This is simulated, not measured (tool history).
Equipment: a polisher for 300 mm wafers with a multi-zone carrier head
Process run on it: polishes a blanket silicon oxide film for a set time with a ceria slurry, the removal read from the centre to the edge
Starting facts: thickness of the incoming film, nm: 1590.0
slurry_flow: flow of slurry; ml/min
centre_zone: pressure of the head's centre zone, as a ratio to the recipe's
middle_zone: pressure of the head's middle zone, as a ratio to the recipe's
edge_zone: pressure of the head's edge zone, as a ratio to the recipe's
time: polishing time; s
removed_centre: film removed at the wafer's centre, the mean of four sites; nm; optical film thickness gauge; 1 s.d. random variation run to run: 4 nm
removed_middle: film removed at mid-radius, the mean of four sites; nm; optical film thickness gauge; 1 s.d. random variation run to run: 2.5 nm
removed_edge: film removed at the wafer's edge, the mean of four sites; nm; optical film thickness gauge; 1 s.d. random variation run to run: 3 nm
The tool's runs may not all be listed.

{"run": 1, "hour": 0.0, "slurry_flow": 265, "centre_zone": 1.0, "middle_zone": 1.0, "edge_zone": 1.0, "time": 54, "removed_centre": 205.72, "removed_middle": 206.56, "removed_edge": 214.5}
{"run": 2, "hour": 4.2, "slurry_flow": 265, "centre_zone": 1.0, "middle_zone": 1.0, "edge_zone": 1.0, "time": 63, "removed_centre": 247.54, "removed_middle": 237.68, "removed_edge": 242.24}
{"run": 3, "hour": 8.2, "slurry_flow": 265, "centre_zone": 1.0, "middle_zone": 1.0, "edge_zone": 1.04, "time": 63, "removed_centre": 244.66, "removed_middle": 242.67, "removed_edge": 249.35}
{"run": 4, "hour": 10.3, "slurry_flow": 270, "centre_zone": 1.01, "middle_zone": 1.02, "edge_zone": 1.04, "time": 63, "removed_centre": 247.58, "removed_middle": 249.8, "removed_edge": 250.09}
{"run": 5, "hour": 15.2, "slurry_flow": 270, "centre_zone": 1.01, "middle_zone": 1.02, "edge_zone": 1.04, "time": 74, "removed_centre": 295.18, "removed_middle": 293.72, "removed_edge": 292.9}
{"run": 6, "hour": 23.8, "slurry_flow": 265, "centre_zone": 1.0, "middle_zone": 1.02, "edge_zone": 1.01, "time": 73, "removed_centre": 280.37, "removed_middle": 284.42, "removed_edge": 279.52}
{"run": 7, "hour": 28.5, "slurry_flow": 265, "centre_zone": 1.0, "middle_zone": 1.02, "edge_zone": 1.01, "time": 73, "removed_centre": 279.51, "removed_middle": 288.83, "removed_edge": 288.15}

Estimate the outcome of run 8 from the log above:
{"run": 8, "hour": 32.9, "slurry_flow": 265, "centre_zone": 1.01, "middle_zone": 1.02, "edge_zone": 0.99, "time": 72, "removed_centre": "?", "removed_middle": "?", "removed_edge": "?"}

{"run 8": {"removed_centre": 280.07, "removed_middle": 284.01, "removed_edge": 279.15}}

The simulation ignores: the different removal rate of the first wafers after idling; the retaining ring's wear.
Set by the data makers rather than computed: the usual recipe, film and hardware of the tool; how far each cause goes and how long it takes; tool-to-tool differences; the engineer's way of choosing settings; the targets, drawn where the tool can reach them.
